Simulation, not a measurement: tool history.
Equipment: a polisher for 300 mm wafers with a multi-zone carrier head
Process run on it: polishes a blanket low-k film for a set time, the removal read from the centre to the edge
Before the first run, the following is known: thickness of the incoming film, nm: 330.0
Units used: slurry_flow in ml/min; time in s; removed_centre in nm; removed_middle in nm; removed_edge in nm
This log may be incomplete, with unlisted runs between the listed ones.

{"run": 1, "hour": 0.0, "slurry_flow": 320, "centre_zone": 1, "middle_zone": 1, "edge_zone": 1, "slurry_solids": 1, "time": 74, "removed_centre": 23.048, "removed_middle": 23.175, "removed_edge": 22.499}
{"run": 2, "hour": 3.5, "slurry_flow": 330, "centre_zone": 1.05, "middle_zone": 1.04, "edge_zone": 1.04, "slurry_solids": 1.1, "time": 74, "removed_centre": 25.096, "removed_middle": 24.703, "removed_edge": 24.06}
{"run": 3, "hour": 4.9, "slurry_flow": 340, "centre_zone": 1.09, "middle_zone": 1.07, "edge_zone": 1.05, "slurry_solids": 1.2, "time": 74, "removed_centre": 26.77, "removed_middle": 26.405, "removed_edge": 25.558}
{"run": 4, "hour": 7.7, "slurry_flow": 340, "centre_zone": 1.05, "middle_zone": 1.07, "edge_zone": 1.05, "slurry_solids": 1.2, "time": 74, "removed_centre": 26.029, "removed_middle": 26.949, "removed_edge": 25.145}
{"run": 5, "hour": 8.9, "slurry_flow": 350, "centre_zone": 1.09, "middle_zone": 1.09, "edge_zone": 1.05, "slurry_solids": 1.25, "time": 74, "removed_centre": 27.327, "removed_middle": 27.84, "removed_edge": 25.729}
{"run": 6, "hour": 10.7, "slurry_flow": 355, "centre_zone": 1.12, "middle_zone": 1.1, "edge_zone": 1.05, "slurry_solids": 1.3, "time": 74, "removed_centre": 28.321, "removed_middle": 27.256, "removed_edge": 25.701}
{"run": 7, "hour": 12.4, "slurry_flow": 355, "centre_zone": 1.14, "middle_zone": 1.12, "edge_zone": 1.06, "slurry_solids": 1.35, "time": 74, "removed_centre": 29.041, "removed_middle": 28.562, "removed_edge": 26.397}

What does the tool deliver on the next run?
{"run": 8, "hour": 18.5, "slurry_flow": 360, "centre_zone": 1.15, "middle_zone": 1.13, "edge_zone": 1.07, "slurry_solids": 1.4, "time": 74, "removed_centre": "?", "removed_middle": "?", "removed_edge": "?"}

removed_centre: 29.828 nm
removed_middle: 29.159 nm
removed_edge: 27.034 nm

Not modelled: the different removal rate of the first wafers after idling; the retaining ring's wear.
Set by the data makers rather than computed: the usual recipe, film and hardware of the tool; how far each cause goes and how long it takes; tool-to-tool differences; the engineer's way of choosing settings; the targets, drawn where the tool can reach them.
